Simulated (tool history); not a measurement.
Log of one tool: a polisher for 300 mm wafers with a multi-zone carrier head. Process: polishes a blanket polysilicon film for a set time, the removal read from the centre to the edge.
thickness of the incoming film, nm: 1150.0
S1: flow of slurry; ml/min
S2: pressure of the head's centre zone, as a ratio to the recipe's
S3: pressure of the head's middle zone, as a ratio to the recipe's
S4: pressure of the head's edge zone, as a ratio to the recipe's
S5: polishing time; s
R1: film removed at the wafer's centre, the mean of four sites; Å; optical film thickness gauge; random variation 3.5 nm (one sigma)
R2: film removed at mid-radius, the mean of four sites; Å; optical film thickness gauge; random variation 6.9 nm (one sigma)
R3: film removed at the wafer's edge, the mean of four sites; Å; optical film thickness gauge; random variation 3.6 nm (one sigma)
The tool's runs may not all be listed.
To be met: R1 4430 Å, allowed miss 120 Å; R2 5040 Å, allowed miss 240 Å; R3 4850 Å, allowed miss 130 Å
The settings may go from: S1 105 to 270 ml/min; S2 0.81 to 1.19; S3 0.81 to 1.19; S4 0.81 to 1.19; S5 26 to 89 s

run,hour,S1,S2,S3,S4,S5,R1,R2,R3
1,0,175,1,1,1,57,3604.4,3633.6,3603.6
2,8.1,175,1,1,1,45,2865.1,2971.5,2803.6
3,11.2,175,1,1,1.05,45,2851.3,2899.3,2888.4
4,13.3,175,1,1.04,1.05,45,2868.3,3004.4,2865.2
5,18.2,175,1,1.04,1.05,55,3544.7,3737.1,3497.6
6,19.8,175,1.07,1.04,1.05,55,3793.1,3661.7,3528.5
7,23.5,180,1.03,1.05,1.08,59,3879.7,4113.8,3854.9
8,29.1,190,1.03,1.04,1.11,61,4035,4201.9,4071.8
9,31.2,195,1.02,1.05,1.13,63,4205.5,4423.7,4222.6
10,40.1,190,1,1.05,1.14,65,4182.4,4478.2,4350.8
11,46.6,200,0.99,1.05,1.15,66,4233.5,4511.4,4486.6
12,50.6,205,0.98,1.07,1.16,67,4273.1,4646.9,4555.1
13,54.5,205,0.97,1.08,1.17,68,4321.4,4902.3,4683.5

4 next moves are on the table. One of them brings every result within its allowed miss. Which?
A,58.4,195,0.97,1.1,1.19,70,?,?,?
B,58.4,205,1.01,1.07,1.18,65,?,?,?
C,58.4,195,1.04,1.05,1.1,66,?,?,?
D,58.4,215,0.9,0.97,1.19,74,?,?,?

move,R1,R2,R3
A,4429.4,5012.7,4824.6
B,4313.8,4574.3,4483.2
C,4478.5,4541.2,4371.1
D,4397.9,4823.6,5155.9
A: meets every target
B: further off than the last run
C: further off than the last run
D: takes the result that was furthest off past its target
The right move is A.
